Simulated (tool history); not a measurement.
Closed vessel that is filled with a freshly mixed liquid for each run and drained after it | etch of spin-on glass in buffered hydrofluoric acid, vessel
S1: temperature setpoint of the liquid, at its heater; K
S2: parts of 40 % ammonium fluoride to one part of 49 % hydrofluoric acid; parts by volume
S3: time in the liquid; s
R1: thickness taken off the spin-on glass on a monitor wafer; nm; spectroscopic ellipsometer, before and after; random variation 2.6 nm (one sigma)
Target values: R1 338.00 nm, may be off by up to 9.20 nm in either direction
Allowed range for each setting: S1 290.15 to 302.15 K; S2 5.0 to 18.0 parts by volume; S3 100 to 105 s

run,hour,S1,S2,S3,R1
1,0.0,294.15,11.0,100,204.24
2,7.8,296.65,11.0,100,233.62
3,12.2,296.65,11.0,100,232.17
4,13.0,298.15,10.5,100,264.07
5,15.0,298.15,8.5,100,314.20
6,22.8,298.15,7.0,100,387.10
7,23.6,297.65,7.0,100,377.77
8,27.0,297.15,7.0,100,366.13

Exactly one of the 4 candidate moves below puts every result within its allowed miss. Which one?
A,30.4,297.65,7.0,100,?
B,30.4,298.15,8.0,100,?
C,30.4,294.65,7.0,100,?
D,30.4,299.15,7.5,105,?

move,R1
A,372.02
B,330.75
C,315.59
D,393.11
A: the biggest miss grows against the last run
B: hits every target within its allowed miss
C: takes the biggest miss from the last run beyond its target
D: the biggest miss grows against the last run
B meets every target.
